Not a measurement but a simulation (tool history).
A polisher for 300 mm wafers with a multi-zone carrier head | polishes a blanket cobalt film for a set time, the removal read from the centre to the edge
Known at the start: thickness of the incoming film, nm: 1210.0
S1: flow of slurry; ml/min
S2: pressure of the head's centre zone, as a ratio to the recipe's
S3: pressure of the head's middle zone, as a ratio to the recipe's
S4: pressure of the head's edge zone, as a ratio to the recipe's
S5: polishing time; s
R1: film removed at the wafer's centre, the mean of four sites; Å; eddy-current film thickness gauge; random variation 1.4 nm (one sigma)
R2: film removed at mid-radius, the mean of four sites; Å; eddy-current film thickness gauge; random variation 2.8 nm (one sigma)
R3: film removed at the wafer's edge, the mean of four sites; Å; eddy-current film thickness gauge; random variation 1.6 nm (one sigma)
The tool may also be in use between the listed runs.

{"run": 1, "hour": 0.0, "S1": 260, "S2": 1, "S3": 1, "S4": 1, "S5": 51, "R1": 3097.2, "R2": 3107.4, "R3": 3045.1}
{"run": 2, "hour": 2.6, "S1": 260, "S2": 1.09, "S3": 1, "S4": 1, "S5": 51, "R1": 3327.8, "R2": 3100, "R3": 3009.8}
{"run": 3, "hour": 4.5, "S1": 300, "S2": 1.09, "S3": 1, "S4": 1, "S5": 51, "R1": 3399.7, "R2": 3085.8, "R3": 3063.1}
{"run": 4, "hour": 10.1, "S1": 275, "S2": 1.02, "S3": 1.01, "S4": 1.01, "S5": 49, "R1": 2995.3, "R2": 2996.8, "R3": 2936}
{"run": 5, "hour": 12.2, "S1": 235, "S2": 1.02, "S3": 1.01, "S4": 1.01, "S5": 49, "R1": 2986.7, "R2": 2958, "R3": 2888.5}
{"run": 6, "hour": 19.5, "S1": 235, "S2": 1.02, "S3": 0.93, "S4": 1.01, "S5": 49, "R1": 2961.6, "R2": 2805.9, "R3": 2906.1}

Run 7 comes next. What will it give?
{"run": 7, "hour": 26.1, "S1": 225, "S2": 0.97, "S3": 0.96, "S4": 1.02, "S5": 47, "R1": "?", "R2": "?", "R3": "?"}

R1: 2653.8 Å
R2: 2698.6 Å
R3: 2806.7 Å
